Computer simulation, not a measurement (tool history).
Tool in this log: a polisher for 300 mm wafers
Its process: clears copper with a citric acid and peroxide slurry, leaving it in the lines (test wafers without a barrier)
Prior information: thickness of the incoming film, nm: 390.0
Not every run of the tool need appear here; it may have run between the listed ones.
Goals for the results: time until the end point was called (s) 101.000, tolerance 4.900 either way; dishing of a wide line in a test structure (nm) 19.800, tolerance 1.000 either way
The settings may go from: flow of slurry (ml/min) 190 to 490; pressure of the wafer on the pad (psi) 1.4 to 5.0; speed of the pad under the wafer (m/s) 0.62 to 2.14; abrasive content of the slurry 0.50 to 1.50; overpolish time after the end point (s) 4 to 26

run,hour,flow of slurry (ml/min),pressure of the wafer on the pad (psi),speed of the pad under the wafer (m/s),abrasive content of the slurry,overpolish time after the end point (s),time until the end point was called (s),dishing of a wide line in a test structure (nm)
1,0.0,315,3.2,1.38,1.00,13,146.870,23.990
2,4.2,315,3.7,1.38,1.00,13,135.170,24.964
3,6.6,315,3.7,1.38,1.00,7,136.420,15.051
4,8.7,315,3.8,1.38,1.00,7,134.410,15.790
5,11.5,315,3.9,1.38,1.00,7,128.740,15.737
6,13.3,315,4.0,1.38,1.00,7,127.250,16.181
7,15.1,315,4.1,1.38,1.00,7,126.370,16.282
8,23.2,315,4.2,1.38,1.00,7,125.590,16.606
9,28.7,315,4.3,1.40,1.00,7,118.330,16.998
10,35.8,315,4.4,1.40,1.00,7,118.470,17.261
11,41.4,315,4.5,1.40,1.00,7,114.290,17.774
12,48.7,315,4.6,1.40,1.00,7,114.100,17.782
13,56.0,315,4.8,1.44,1.00,7,107.560,19.158
14,58.3,315,5.0,1.46,1.00,6,102.750,17.397

Which of these 4 next moves meets every target?
A,60.6,285,5.0,1.52,0.90,6,?,?
B,60.6,345,5.0,1.48,0.85,8,?,?
C,60.6,305,5.0,1.52,1.05,5,?,?
D,60.6,400,5.0,1.44,0.90,7,?,?

move,time until the end point was called (s),dishing of a wide line in a test structure (nm)
A,99.158,17.534
B,101.080,22.078
C,96.759,15.249
D,102.050,19.551
A: an improvement on the last run, though not all results are within tolerance
B: the result that was furthest off in the last run now lies on the other side of its target
C: misses by more than the last run did
D: all results land within tolerance of their targets
D is the move that brings every result within its allowed miss.
